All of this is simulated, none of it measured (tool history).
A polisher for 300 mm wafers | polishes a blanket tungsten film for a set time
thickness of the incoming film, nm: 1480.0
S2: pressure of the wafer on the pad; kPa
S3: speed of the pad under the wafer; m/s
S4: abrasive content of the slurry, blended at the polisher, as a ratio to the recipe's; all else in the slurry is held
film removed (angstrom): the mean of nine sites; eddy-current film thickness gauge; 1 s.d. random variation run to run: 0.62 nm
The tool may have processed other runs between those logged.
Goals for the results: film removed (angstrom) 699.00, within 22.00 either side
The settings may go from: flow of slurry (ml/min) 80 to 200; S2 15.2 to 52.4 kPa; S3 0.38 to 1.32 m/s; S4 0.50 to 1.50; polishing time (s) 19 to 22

Run 1, hour 0.0: flow of slurry (ml/min) 130, S2 33.8 kPa, S3 0.84 m/s, S4 1.00, polishing time (s) 22. Result: film removed (angstrom) 1278.00.
Run 2, hour 1.7: flow of slurry (ml/min) 125, S2 28.3 kPa, S3 0.84 m/s, S4 1.00, polishing time (s) 22. Result: film removed (angstrom) 1116.50.
Run 3, hour 8.8: flow of slurry (ml/min) 125, S2 28.3 kPa, S3 0.84 m/s, S4 1.00, polishing time (s) 19. Result: film removed (angstrom) 946.62.
Run 4, hour 10.0: flow of slurry (ml/min) 125, S2 28.3 kPa, S3 0.98 m/s, S4 1.00, polishing time (s) 19. Result: film removed (angstrom) 1118.50.
Run 5, hour 11.4: flow of slurry (ml/min) 125, S2 28.3 kPa, S3 0.98 m/s, S4 1.00, polishing time (s) 22. Result: film removed (angstrom) 1303.60.
Run 6, hour 17.4: flow of slurry (ml/min) 125, S2 28.3 kPa, S3 0.98 m/s, S4 1.10, polishing time (s) 22. Result: film removed (angstrom) 1307.20.
Run 7, hour 25.9: flow of slurry (ml/min) 120, S2 24.1 kPa, S3 0.92 m/s, S4 1.10, polishing time (s) 22. Result: film removed (angstrom) 1098.20.
Run 8, hour 30.2: flow of slurry (ml/min) 120, S2 21.4 kPa, S3 0.86 m/s, S4 1.10, polishing time (s) 22. Result: film removed (angstrom) 940.56.
Run 9, hour 32.3: flow of slurry (ml/min) 115, S2 19.3 kPa, S3 0.84 m/s, S4 1.10, polishing time (s) 22. Result: film removed (angstrom) 856.01.
Run 10, hour 38.3: flow of slurry (ml/min) 110, S2 17.9 kPa, S3 0.82 m/s, S4 1.10, polishing time (s) 22. Result: film removed (angstrom) 780.53.
Run 11, hour 41.0: flow of slurry (ml/min) 105, S2 17.2 kPa, S3 0.82 m/s, S4 1.10, polishing time (s) 22. Result: film removed (angstrom) 748.04.
Run 12, hour 47.3: flow of slurry (ml/min) 85, S2 15.9 kPa, S3 0.82 m/s, S4 1.10, polishing time (s) 22. Result: film removed (angstrom) 670.71.

Which of these 5 next moves meets every target?
Run A, hour 53.6: flow of slurry (ml/min) 85, S2 15.2 kPa, S3 0.80 m/s, S4 1.30, polishing time (s) 21. Result: film removed (angstrom) ?.
Run B, hour 53.6: flow of slurry (ml/min) 80, S2 15.2 kPa, S3 0.90 m/s, S4 1.20, polishing time (s) 20. Result: film removed (angstrom) ?.
Run C, hour 53.6: flow of slurry (ml/min) 85, S2 15.2 kPa, S3 0.94 m/s, S4 1.05, polishing time (s) 19. Result: film removed (angstrom) ?.
Run D, hour 53.6: flow of slurry (ml/min) 85, S2 17.2 kPa, S3 0.94 m/s, S4 0.95, polishing time (s) 21. Result: film removed (angstrom) ?.
Run E, hour 53.6: flow of slurry (ml/min) 80, S2 15.9 kPa, S3 0.90 m/s, S4 1.00, polishing time (s) 22. Result: film removed (angstrom) ?.

move  film removed (angstrom)
   A                   630.63
   B                   645.90
   C                   633.38
   D                   740.07
   E                   698.52
A: lands further from the targets than the last run did
B: lands further from the targets than the last run did
C: lands further from the targets than the last run did
D: moves the result that the last run missed by most past its target, out the other side
E: meets every target
Go with E: it meets all targets.
